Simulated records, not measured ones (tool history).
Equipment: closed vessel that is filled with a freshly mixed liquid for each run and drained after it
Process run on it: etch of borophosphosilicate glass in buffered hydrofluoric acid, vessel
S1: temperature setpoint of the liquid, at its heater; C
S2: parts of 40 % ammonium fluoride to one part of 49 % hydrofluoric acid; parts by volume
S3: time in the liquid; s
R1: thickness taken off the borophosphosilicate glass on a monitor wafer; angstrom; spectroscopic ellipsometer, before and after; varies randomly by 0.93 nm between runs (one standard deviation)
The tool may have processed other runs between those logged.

{"run": 1, "hour": 0.0, "S1": 23.0, "S2": 12.5, "S3": 105, "R1": 1020.5}
{"run": 2, "hour": 7.5, "S1": 23.0, "S2": 14.5, "S3": 105, "R1": 871.88}
{"run": 3, "hour": 10.9, "S1": 23.0, "S2": 14.5, "S3": 110, "R1": 925.05}
{"run": 4, "hour": 15.9, "S1": 24.5, "S2": 14.5, "S3": 110, "R1": 1001.4}
{"run": 5, "hour": 18.5, "S1": 24.5, "S2": 14.5, "S3": 105, "R1": 970.55}
{"run": 6, "hour": 24.1, "S1": 25.5, "S2": 14.5, "S3": 105, "R1": 1007.0}
{"run": 7, "hour": 29.0, "S1": 26.5, "S2": 14.5, "S3": 105, "R1": 1065.7}
{"run": 8, "hour": 32.3, "S1": 27.5, "S2": 14.5, "S3": 105, "R1": 1118.1}

Run 9 is up next; what results do you expect?
{"hour": 35.9, "done": "hydrofluoric acid flow meter replaced"}
{"run": 9, "hour": 35.9, "S1": 28.0, "S2": 14.5, "S3": 105, "R1": "?"}

R1: 1226.10 angstrom

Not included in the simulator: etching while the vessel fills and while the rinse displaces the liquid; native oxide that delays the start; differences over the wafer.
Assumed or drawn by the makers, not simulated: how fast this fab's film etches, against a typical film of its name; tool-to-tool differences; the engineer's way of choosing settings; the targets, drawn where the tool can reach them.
